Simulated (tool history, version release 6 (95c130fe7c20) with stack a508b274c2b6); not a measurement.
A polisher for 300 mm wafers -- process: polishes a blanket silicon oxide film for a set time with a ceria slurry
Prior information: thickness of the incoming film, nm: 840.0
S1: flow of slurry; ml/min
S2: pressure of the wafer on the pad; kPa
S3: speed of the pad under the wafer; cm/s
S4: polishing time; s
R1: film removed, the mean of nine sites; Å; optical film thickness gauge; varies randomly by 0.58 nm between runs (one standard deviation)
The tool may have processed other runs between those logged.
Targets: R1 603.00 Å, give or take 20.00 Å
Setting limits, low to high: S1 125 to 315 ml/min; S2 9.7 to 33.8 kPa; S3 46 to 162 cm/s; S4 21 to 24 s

run,hour,S1,S2,S3,S4,R1
1,0.0,205,21.4,104,24,1102.90
2,7.7,245,21.4,104,24,1123.40
3,12.5,245,17.9,102,24,933.66
4,21.0,245,15.2,100,24,774.11
5,22.0,240,13.8,100,24,694.29
6,30.4,225,13.1,100,24,667.81
7,34.8,215,12.4,100,24,624.94
# hour 41.0: head pressure recalibrated
8,41.0,210,12.4,100,24,554.95
9,43.5,215,12.4,100,24,564.68
10,45.6,240,13.8,100,24,630.94

Exercise: of the 5 proposed moves below, exactly one satisfies all targets within the stated allowed misses. Which move is it?
A,47.7,205,12.4,120,24,?
B,47.7,240,14.5,100,24,?
C,47.7,265,12.4,104,24,?
D,47.7,220,17.2,86,24,?
E,47.7,260,18.6,90,21,?

move,R1
A,679.02
B,672.47
C,609.88
D,679.71
E,682.81
A: misses by more than the last run did
B: misses by more than the last run did
C: all results in spec
D: misses by more than the last run did
E: misses by more than the last run did
C meets every target.
